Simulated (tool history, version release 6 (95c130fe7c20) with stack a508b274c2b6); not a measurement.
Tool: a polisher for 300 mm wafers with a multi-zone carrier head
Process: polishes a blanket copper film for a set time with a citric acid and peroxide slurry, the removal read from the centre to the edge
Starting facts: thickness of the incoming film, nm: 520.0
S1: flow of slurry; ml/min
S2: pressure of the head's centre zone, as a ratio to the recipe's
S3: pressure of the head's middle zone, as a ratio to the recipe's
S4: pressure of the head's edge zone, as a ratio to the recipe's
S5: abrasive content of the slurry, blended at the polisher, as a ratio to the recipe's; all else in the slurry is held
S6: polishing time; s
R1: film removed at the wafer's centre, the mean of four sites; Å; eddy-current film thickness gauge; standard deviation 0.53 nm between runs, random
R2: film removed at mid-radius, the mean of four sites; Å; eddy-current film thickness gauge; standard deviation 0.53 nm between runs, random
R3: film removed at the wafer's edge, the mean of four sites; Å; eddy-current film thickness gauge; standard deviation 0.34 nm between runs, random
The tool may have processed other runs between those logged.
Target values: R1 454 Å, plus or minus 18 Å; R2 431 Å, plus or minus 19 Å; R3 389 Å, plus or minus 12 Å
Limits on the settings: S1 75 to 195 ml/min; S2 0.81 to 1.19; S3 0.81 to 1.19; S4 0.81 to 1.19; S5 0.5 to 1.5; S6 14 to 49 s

| run | hour | S1 | S2 | S3 | S4 | S5 | S6 | R1 | R2 | R3 |
|---|---|---|---|---|---|---|---|---|---|---|
| 1 | 0 | 125 | 1 | 1 | 1 | 1 | 31 | 393.34 | 473.41 | 452.45 |
| 2 | 3.1 | 125 | 1.06 | 0.99 | 0.95 | 0.95 | 31 | 408.59 | 449.2 | 437.2 |
| 3 | 5.8 | 125 | 1.06 | 1.02 | 0.95 | 0.95 | 31 | 408.2 | 476.87 | 437.57 |
| 4 | 9.2 | 125 | 1.06 | 1.02 | 0.95 | 0.95 | 34 | 445.48 | 512.46 | 489.02 |
|  | 15.8 | centre zone pressure recalibrated |
| 5 | 15.8 | 145 | 1.06 | 1.02 | 0.95 | 0.95 | 34 | 517.44 | 517.59 | 492.88 |
| 6 | 24.7 | 145 | 1.07 | 1.03 | 0.92 | 0.8 | 33 | 482.36 | 482.18 | 446.08 |
| 7 | 27.6 | 145 | 1.07 | 1.03 | 0.89 | 0.7 | 33 | 466.86 | 464.5 | 424.04 |
| 8 | 31.3 | 145 | 1.08 | 1.03 | 0.87 | 0.65 | 33 | 453.32 | 451.12 | 411.9 |

Next run, 5 choices. One meets every target within its allowed miss, the rest don't. Which?
| A | 35 | 135 | 1.11 | 0.96 | 0.92 | 0.55 | 35 | ? | ? | ? |
| B | 35 | 140 | 1.1 | 0.91 | 0.97 | 0.65 | 33 | ? | ? | ? |
| C | 35 | 100 | 1.18 | 1.05 | 0.85 | 0.5 | 37 | ? | ? | ? |
| D | 35 | 150 | 1.07 | 0.97 | 0.81 | 0.9 | 31 | ? | ? | ? |
| E | 35 | 105 | 1.03 | 0.97 | 0.91 | 0.7 | 37 | ? | ? | ? |

| move | R1 | R2 | R3 |
|---|---|---|---|
| A | 455.01 | 413.69 | 416.71 |
| B | 456.07 | 399.92 | 431.24 |
| C | 455.62 | 423.92 | 389.48 |
| D | 470.91 | 447.07 | 418.97 |
| E | 457.61 | 456.33 | 460.81 |
A: further off than the last run
B: further off than the last run
C: all results in spec
D: further off than the last run
E: further off than the last run
Go with C: it meets all targets.
